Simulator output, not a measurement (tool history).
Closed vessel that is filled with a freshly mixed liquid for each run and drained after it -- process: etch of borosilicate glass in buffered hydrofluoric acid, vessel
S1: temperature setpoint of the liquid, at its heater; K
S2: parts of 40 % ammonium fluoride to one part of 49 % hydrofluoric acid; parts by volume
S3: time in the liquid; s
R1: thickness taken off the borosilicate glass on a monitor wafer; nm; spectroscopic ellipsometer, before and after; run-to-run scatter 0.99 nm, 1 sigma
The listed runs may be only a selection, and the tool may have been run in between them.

run 1 day=0 | S1=293.15 S2=8.5 S3=105 | R1=124.04
run 2 day=0.062 | S1=294.65 S2=8.5 S3=105 | R1=133.86
run 3 day=0.233 | S1=294.65 S2=7 S3=105 | R1=167.88
run 4 day=0.583 | S1=294.65 S2=8 S3=105 | R1=143.59
run 5 day=0.75 | S1=295.65 S2=8 S3=105 | R1=152.74
run 6 day=1.129 | S1=296.15 S2=8 S3=105 | R1=155.23
run 7 day=1.329 | S1=296.65 S2=8 S3=105 | R1=160.6

The next listed run, before its measurement:
run 8 day=1.683 | S1=297.15 S2=8 S3=105 | R1=?

R1: 164.97 nm
